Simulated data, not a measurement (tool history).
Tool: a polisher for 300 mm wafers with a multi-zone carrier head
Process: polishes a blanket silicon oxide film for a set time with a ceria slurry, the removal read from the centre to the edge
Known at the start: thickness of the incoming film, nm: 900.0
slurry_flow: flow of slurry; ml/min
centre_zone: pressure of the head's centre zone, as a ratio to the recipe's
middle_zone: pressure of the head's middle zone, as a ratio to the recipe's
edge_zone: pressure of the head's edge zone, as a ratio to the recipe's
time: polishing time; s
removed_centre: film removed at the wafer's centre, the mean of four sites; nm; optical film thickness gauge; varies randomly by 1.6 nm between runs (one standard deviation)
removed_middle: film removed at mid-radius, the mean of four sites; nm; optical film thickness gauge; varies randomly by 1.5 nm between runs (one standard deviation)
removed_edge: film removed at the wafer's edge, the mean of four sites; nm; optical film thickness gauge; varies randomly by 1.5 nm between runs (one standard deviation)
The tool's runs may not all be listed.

run  hour  slurry_flow  centre_zone  middle_zone  edge_zone  time  removed_centre  removed_middle  removed_edge
  1   0.0          160         1.00         1.00       1.00    56          227.83          227.87        224.96
  2   5.5          160         1.00         0.95       1.00    56          230.20          219.46        227.59
  3  13.9          160         1.05         0.95       1.00    56          243.55          222.13        225.79
  4  16.1          155         1.02         0.98       0.97    51          210.78          205.32        204.16
  5  17.4          155         1.02         0.98       0.97    41          169.80          162.48        158.35
  6  24.8          150         1.00         1.00       0.95    40          163.08          160.71        154.34
  7  28.7          145         0.98         1.02       0.93    40          157.06          164.45        153.17
  8  33.5          140         0.97         1.03       0.91    40          153.33          161.66        149.46

The next listed run, before its measurement:
  9  34.1          135         0.96         1.04       0.90    40               ?               ?             ?

removed_centre: 152.87 nm
removed_middle: 160.96 nm
removed_edge: 150.01 nm

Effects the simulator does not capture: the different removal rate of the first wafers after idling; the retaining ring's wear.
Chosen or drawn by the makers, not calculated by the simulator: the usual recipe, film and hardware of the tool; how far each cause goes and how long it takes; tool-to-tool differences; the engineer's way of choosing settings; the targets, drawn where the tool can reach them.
